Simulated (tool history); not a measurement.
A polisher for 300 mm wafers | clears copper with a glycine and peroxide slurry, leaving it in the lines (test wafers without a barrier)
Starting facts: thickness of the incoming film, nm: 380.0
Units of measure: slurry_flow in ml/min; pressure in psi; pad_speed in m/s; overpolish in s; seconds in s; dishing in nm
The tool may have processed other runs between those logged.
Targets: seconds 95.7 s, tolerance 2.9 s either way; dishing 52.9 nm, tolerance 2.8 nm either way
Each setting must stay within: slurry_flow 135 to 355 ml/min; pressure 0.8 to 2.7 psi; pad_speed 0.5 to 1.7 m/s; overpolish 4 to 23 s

Run 1, hour 0: slurry_flow 225 ml/min, pressure 1.7 psi, pad_speed 1.1 m/s, overpolish 12 s. Result: seconds 85.834 s, dishing 37.988 nm.
Run 2, hour 7.1: slurry_flow 225 ml/min, pressure 1.7 psi, pad_speed 1.32 m/s, overpolish 12 s. Result: seconds 73.646 s, dishing 42.556 nm.
Run 3, hour 13: slurry_flow 225 ml/min, pressure 1.7 psi, pad_speed 1.32 m/s, overpolish 8 s. Result: seconds 74.103 s, dishing 29.521 nm.
Run 4, hour 20.4: slurry_flow 220 ml/min, pressure 1.6 psi, pad_speed 1.3 m/s, overpolish 10 s. Result: seconds 78.512 s, dishing 35.68 nm.
Run 5, hour 21.8: slurry_flow 215 ml/min, pressure 1.5 psi, pad_speed 1.32 m/s, overpolish 11 s. Result: seconds 81.128 s, dishing 36.728 nm.
Run 6, hour 24.5: slurry_flow 215 ml/min, pressure 1.5 psi, pad_speed 1.32 m/s, overpolish 15 s. Result: seconds 81.661 s, dishing 48.514 nm.
Run 7, hour 29.7: slurry_flow 210 ml/min, pressure 1.4 psi, pad_speed 1.32 m/s, overpolish 16 s. Result: seconds 83.547 s, dishing 46.964 nm.
Run 8, hour 34.1: slurry_flow 205 ml/min, pressure 1.3 psi, pad_speed 1.3 m/s, overpolish 17 s. Result: seconds 90.217 s, dishing 47.304 nm.
At hour 38.5: head pressure recalibrated.
Run 9, hour 38.5: slurry_flow 200 ml/min, pressure 1.3 psi, pad_speed 1.3 m/s, overpolish 18 s. Result: seconds 84.264 s, dishing 52.175 nm.
Run 10, hour 40.8: slurry_flow 220 ml/min, pressure 1.3 psi, pad_speed 1.3 m/s, overpolish 18 s. Result: seconds 85.125 s, dishing 54.105 nm.
Run 11, hour 46.9: slurry_flow 205 ml/min, pressure 1.3 psi, pad_speed 1.3 m/s, overpolish 19 s. Result: seconds 84.848 s, dishing 54.425 nm.
Run 12, hour 50.9: slurry_flow 200 ml/min, pressure 1.2 psi, pad_speed 1.3 m/s, overpolish 19 s. Result: seconds 89.385 s, dishing 54.035 nm.

4 next moves are on the table. One of them brings every result within its allowed miss. Which?
Run A, hour 54.9: slurry_flow 190 ml/min, pressure 1.3 psi, pad_speed 1.44 m/s, overpolish 17 s. Result: seconds ?, dishing ?.
Run B, hour 54.9: slurry_flow 170 ml/min, pressure 1.2 psi, pad_speed 1.24 m/s, overpolish 20 s. Result: seconds ?, dishing ?.
Run C, hour 54.9: slurry_flow 240 ml/min, pressure 1.3 psi, pad_speed 1.4 m/s, overpolish 19 s. Result: seconds ?, dishing ?.
Run D, hour 54.9: slurry_flow 210 ml/min, pressure 1.4 psi, pad_speed 1.22 m/s, overpolish 18 s. Result: seconds ?, dishing ?.

move  seconds  dishing
   A   80.437   52.111
   B   95.933   51.666
   C   79.728   57.407
   D   86.034   52.214
A: lands further from the targets than the last run did
B: all results land within tolerance of their targets
C: lands further from the targets than the last run did
D: lands further from the targets than the last run did
B meets every target.
